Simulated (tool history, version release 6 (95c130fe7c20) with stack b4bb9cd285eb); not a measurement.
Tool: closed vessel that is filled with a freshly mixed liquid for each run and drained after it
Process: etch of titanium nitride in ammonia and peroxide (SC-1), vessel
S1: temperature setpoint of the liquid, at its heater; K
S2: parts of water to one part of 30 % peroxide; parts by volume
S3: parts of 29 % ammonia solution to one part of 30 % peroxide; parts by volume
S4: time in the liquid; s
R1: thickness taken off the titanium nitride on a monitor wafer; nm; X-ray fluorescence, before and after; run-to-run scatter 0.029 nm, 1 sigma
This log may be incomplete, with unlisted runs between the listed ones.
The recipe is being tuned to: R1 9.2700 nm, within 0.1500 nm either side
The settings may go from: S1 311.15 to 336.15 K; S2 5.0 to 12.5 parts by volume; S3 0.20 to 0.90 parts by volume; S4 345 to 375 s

run  hour      S1   S2    S3   S4       R1
  1   0.0  320.15  7.0  0.50  345  14.5180
  2   6.3  320.15  7.0  0.40  345  13.9740
  3   7.8  319.65  7.0  0.40  345  13.5230
  4  13.9  319.65  7.0  0.40  345  13.5040
  5  20.0  319.15  7.0  0.40  345  13.0850
  6  23.5  319.15  7.0  0.40  345  12.9740
  7  31.4  313.65  7.0  0.40  345   8.7146
  8  40.6  314.15  7.0  0.40  345   9.0910

Of the 4 settings listed for the next run, only one would bring every result within its allowed miss of target. Which one?
  A  49.8  311.15  5.5  0.70  345   ?
  B  49.8  315.15  7.5  0.50  345   ?
  C  49.8  313.15  5.0  0.35  345   ?
  D  49.8  316.65  7.5  0.20  345   ?

move      R1
   A  8.9255
   B  9.8211
   C  9.7280
   D  9.3090
A: lands further from the targets than the last run did
B: carries the result that was furthest off beyond its target, to the other side
C: carries the result that was furthest off beyond its target, to the other side
D: in spec on every target
D meets every target.
